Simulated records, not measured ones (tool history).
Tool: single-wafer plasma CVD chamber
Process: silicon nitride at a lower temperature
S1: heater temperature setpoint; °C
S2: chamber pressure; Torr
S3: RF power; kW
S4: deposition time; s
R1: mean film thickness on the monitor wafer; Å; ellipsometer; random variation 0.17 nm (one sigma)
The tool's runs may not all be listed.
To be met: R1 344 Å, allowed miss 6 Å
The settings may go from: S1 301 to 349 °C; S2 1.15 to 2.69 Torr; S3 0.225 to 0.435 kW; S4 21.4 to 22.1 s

run  hour   S1    S2     S3    S4      R1
  1     0  325  1.92   0.33  21.4  289.65
  2   6.2  325  1.92    0.3  21.4  274.61
  3  14.6  325  1.98  0.305  21.4  277.58
  4  15.7  325  1.76  0.305  21.4  272.11
  5  21.9  325  1.96  0.305  21.4  276.64
  6  26.1  316  1.96  0.305  21.4  277.35
  7  28.1  316     2  0.315  21.4  283.44
  8  36.6  316  2.04   0.32  21.4  288.98
  9  43.6  316  2.08  0.325  21.4  289.87
 10  51.6  316  2.11  0.335  21.4  297.83
 11  57.7  316  2.14   0.34  21.4   301.6
 12  61.8  316  2.52  0.385  21.5  336.98

5 next moves are on the table. One of them brings every result within its allowed miss. Which?
  A  65.9  327  2.39   0.43  21.4   ?
  B  65.9  312  2.67    0.4  22.1   ?
  C  65.9  317  2.67  0.395  22.1   ?
  D  65.9  319  2.68  0.395  21.5   ?
  E  65.9  301   2.6   0.39  22.1   ?

move      R1
   A  354.35
   B  359.27
   C  355.98
   D  346.32
   E   353.7
A: takes the result that was furthest off past its target
B: takes the result that was furthest off past its target
C: takes the result that was furthest off past its target
D: meets every target
E: takes the result that was furthest off past its target
The right move is D.
